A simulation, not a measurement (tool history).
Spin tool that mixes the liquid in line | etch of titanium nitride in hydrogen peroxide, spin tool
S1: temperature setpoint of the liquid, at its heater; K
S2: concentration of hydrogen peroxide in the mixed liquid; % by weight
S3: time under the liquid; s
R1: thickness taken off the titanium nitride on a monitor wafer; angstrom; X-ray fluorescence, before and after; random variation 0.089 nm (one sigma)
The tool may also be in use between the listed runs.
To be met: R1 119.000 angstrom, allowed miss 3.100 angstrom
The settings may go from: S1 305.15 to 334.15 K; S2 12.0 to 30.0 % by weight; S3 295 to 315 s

Run 1, hour 0.0: S1 318.15 K, S2 20.5 % by weight, S3 295 s. Result: R1 81.067 angstrom.
Run 2, hour 8.2: S1 312.65 K, S2 20.5 % by weight, S3 295 s. Result: R1 52.562 angstrom.
Run 3, hour 12.2: S1 312.65 K, S2 24.5 % by weight, S3 295 s. Result: R1 55.422 angstrom.
Run 4, hour 15.9: S1 312.65 K, S2 21.5 % by weight, S3 295 s. Result: R1 53.951 angstrom.
Run 5, hour 17.4: S1 312.65 K, S2 21.5 % by weight, S3 295 s. Result: R1 53.583 angstrom.
Run 6, hour 26.0: S1 316.65 K, S2 21.5 % by weight, S3 295 s. Result: R1 72.998 angstrom.
Run 7, hour 28.6: S1 318.65 K, S2 21.5 % by weight, S3 295 s. Result: R1 84.380 angstrom.
Run 8, hour 35.2: S1 320.15 K, S2 21.5 % by weight, S3 295 s. Result: R1 95.429 angstrom.
Run 9, hour 42.9: S1 321.15 K, S2 21.5 % by weight, S3 295 s. Result: R1 101.830 angstrom.

Which of these 5 next moves meets every target?
Run A, hour 50.6: S1 318.15 K, S2 25.0 % by weight, S3 295 s. Result: R1 ?.
Run B, hour 50.6: S1 321.65 K, S2 27.5 % by weight, S3 315 s. Result: R1 ?.
Run C, hour 50.6: S1 318.15 K, S2 23.5 % by weight, S3 305 s. Result: R1 ?.
Run D, hour 50.6: S1 318.65 K, S2 16.5 % by weight, S3 315 s. Result: R1 ?.
Run E, hour 50.6: S1 317.65 K, S2 25.5 % by weight, S3 315 s. Result: R1 ?.

move       R1
   A   84.685
   B  119.510
   C   86.385
   D   85.846
   E   87.492
A: further off than the last run
B: meets every target
C: further off than the last run
D: further off than the last run
E: further off than the last run
The right move is B.
